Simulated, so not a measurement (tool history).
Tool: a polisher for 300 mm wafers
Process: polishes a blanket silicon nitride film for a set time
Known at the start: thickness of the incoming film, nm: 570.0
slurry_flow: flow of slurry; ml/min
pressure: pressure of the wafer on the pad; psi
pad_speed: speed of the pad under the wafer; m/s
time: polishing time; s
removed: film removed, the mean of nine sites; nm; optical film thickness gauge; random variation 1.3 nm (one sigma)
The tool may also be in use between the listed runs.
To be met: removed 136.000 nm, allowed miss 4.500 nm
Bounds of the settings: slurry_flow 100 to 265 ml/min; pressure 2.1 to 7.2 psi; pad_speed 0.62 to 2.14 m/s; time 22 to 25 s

{"run": 1, "hour": 0.0, "slurry_flow": 170, "pressure": 4.6, "pad_speed": 1.38, "time": 25, "removed": 87.13}
{"run": 2, "hour": 8.6, "slurry_flow": 170, "pressure": 4.6, "pad_speed": 1.38, "time": 25, "removed": 87.614}
{"run": 3, "hour": 12.7, "slurry_flow": 175, "pressure": 5.1, "pad_speed": 1.38, "time": 25, "removed": 95.448}
{"run": 4, "hour": 21.6, "slurry_flow": 175, "pressure": 4.2, "pad_speed": 1.38, "time": 25, "removed": 79.103}
{"run": 5, "hour": 28.2, "slurry_flow": 175, "pressure": 4.2, "pad_speed": 1.38, "time": 25, "removed": 80.585}
{"run": 6, "hour": 36.7, "slurry_flow": 200, "pressure": 4.2, "pad_speed": 1.38, "time": 25, "removed": 82.263}
{"run": 7, "hour": 40.9, "slurry_flow": 205, "pressure": 4.8, "pad_speed": 1.38, "time": 25, "removed": 94.268}
{"run": 8, "hour": 48.9, "slurry_flow": 210, "pressure": 5.2, "pad_speed": 1.38, "time": 25, "removed": 98.137}
{"run": 9, "hour": 55.2, "slurry_flow": 210, "pressure": 6.5, "pad_speed": 1.46, "time": 25, "removed": 126.91}
{"run": 10, "hour": 63.6, "slurry_flow": 210, "pressure": 6.6, "pad_speed": 1.46, "time": 25, "removed": 130.33}

5 next moves are on the table. One of them brings every result within its allowed miss. Which?
{"run": "A", "hour": 72.0, "slurry_flow": 200, "pressure": 6.6, "pad_speed": 1.4, "time": 25, "removed": "?"}
{"run": "B", "hour": 72.0, "slurry_flow": 225, "pressure": 5.8, "pad_speed": 1.66, "time": 25, "removed": "?"}
{"run": "C", "hour": 72.0, "slurry_flow": 235, "pressure": 6.2, "pad_speed": 1.4, "time": 25, "removed": "?"}
{"run": "D", "hour": 72.0, "slurry_flow": 240, "pressure": 6.9, "pad_speed": 1.2, "time": 25, "removed": "?"}
{"run": "E", "hour": 72.0, "slurry_flow": 150, "pressure": 7.2, "pad_speed": 1.52, "time": 25, "removed": "?"}

move=A removed=124.870
move=B removed=127.970
move=C removed=120.360
move=D removed=118.780
move=E removed=137.210
A: further off than the last run
B: further off than the last run
C: further off than the last run
D: further off than the last run
E: meets every target
The right move is E.
